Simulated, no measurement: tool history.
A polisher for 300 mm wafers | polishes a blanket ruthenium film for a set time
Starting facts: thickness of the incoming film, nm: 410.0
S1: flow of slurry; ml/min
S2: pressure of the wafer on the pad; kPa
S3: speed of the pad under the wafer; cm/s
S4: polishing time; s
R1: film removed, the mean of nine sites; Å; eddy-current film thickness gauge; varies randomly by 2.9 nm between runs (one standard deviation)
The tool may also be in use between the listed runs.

{"run": 1, "hour": 0.0, "S1": 170, "S2": 13.8, "S3": 104, "S4": 112, "R1": 1413.1}
{"run": 2, "hour": 1.8, "S1": 170, "S2": 13.8, "S3": 114, "S4": 112, "R1": 1535.2}
{"run": 3, "hour": 6.5, "S1": 175, "S2": 15.9, "S3": 116, "S4": 112, "R1": 1806.9}
{"run": 4, "hour": 9.1, "S1": 175, "S2": 15.9, "S3": 116, "S4": 112, "R1": 1814.3}
{"run": 5, "hour": 17.9, "S1": 180, "S2": 17.2, "S3": 118, "S4": 112, "R1": 1968.0}
{"run": 6, "hour": 22.5, "S1": 180, "S2": 17.2, "S3": 118, "S4": 117, "R1": 2117.5}

The next listed run, before its measurement:
{"run": 7, "hour": 25.2, "S1": 180, "S2": 18.6, "S3": 120, "S4": 117, "R1": "?"}

Run 7 measured R1 2279.1 Å.

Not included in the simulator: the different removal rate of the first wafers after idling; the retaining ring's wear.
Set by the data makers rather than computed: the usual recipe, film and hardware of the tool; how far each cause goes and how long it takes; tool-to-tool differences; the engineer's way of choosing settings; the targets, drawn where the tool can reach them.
